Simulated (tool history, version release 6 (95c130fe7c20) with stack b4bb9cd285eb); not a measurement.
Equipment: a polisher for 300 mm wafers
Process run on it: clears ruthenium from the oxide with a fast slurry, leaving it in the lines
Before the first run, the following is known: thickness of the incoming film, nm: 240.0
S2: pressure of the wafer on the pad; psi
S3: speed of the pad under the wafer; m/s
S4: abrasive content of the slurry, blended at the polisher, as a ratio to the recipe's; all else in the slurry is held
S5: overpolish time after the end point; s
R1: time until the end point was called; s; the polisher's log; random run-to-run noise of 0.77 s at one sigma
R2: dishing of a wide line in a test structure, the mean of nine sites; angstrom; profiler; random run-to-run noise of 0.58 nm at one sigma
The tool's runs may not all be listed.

run 1 day=0 | flow_of_slurry_(ml/min)=195 S2=2.4 S3=1.1 S4=1 S5=19 | R1=69.273 R2=548.35
run 2 day=0.05 | flow_of_slurry_(ml/min)=195 S2=2.6 S3=1.1 S4=1 S5=17 | R1=60.221 R2=525.71
run 3 day=0.079 | flow_of_slurry_(ml/min)=195 S2=2.7 S3=1.1 S4=1 S5=16 | R1=61.419 R2=510.94
run 4 day=0.179 | flow_of_slurry_(ml/min)=195 S2=2.7 S3=1.1 S4=1.2 S5=16 | R1=56.458 R2=555.3
run 5 day=0.312 | flow_of_slurry_(ml/min)=195 S2=3.2 S3=1.1 S4=1.2 S5=16 | R1=48.265 R2=634.97
run 6 day=0.346 | flow_of_slurry_(ml/min)=195 S2=3.2 S3=1.1 S4=1.3 S5=16 | R1=45.208 R2=650.01

Forecast run 7:
run 7 day=0.571 | flow_of_slurry_(ml/min)=200 S2=3.2 S3=1.1 S4=1.3 S5=15 | R1=? R2=?

For run 7 the tool returned R1 46.329 s, R2 629.25 angstrom.
